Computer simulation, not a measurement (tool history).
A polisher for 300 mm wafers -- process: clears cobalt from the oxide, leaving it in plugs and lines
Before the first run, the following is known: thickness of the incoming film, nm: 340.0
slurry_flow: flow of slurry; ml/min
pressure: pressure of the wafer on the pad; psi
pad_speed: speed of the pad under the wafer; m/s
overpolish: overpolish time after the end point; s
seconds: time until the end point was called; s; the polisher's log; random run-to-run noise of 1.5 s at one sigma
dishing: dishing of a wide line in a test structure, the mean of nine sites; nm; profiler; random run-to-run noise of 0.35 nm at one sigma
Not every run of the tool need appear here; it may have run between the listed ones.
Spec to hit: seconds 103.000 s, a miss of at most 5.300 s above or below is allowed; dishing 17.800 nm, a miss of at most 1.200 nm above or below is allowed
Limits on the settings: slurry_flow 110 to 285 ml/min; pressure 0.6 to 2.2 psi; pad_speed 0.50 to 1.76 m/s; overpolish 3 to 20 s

run	hour	slurry_flow	pressure	pad_speed	overpolish	seconds	dishing
1	0.0	180	1.4	1.12	10	78.696	29.535
2	1.7	180	1.4	1.12	6	77.978	19.436
3	8.9	180	1.3	1.12	6	79.836	18.659
4	16.1	180	1.2	1.12	6	88.927	17.657
5	21.2	195	1.2	1.12	6	88.677	17.213
6	26.5	165	1.2	1.12	6	91.343	16.978
7	33.9	160	1.2	1.12	6	91.294	17.551
8	34.5	160	1.2	1.12	6	93.083	17.932

4 next moves are on the table. One of them brings every result within its allowed miss. Which?
A	35.1	170	1.2	0.98	8	?	?
B	35.1	140	1.3	0.90	7	?	?
C	35.1	115	1.0	1.10	8	?	?
D	35.1	150	1.2	0.86	10	?	?

move	seconds	dishing
A	99.299	19.798
B	102.540	17.298
C	116.620	17.375
D	113.480	21.269
A: the furthest-off result lands on target, but another misses its tolerance
B: hits every target within its allowed miss
C: the result that was furthest off in the last run now lies on the other side of its target
D: the result that was furthest off in the last run now lies on the other side of its target
Go with B: it meets all targets.
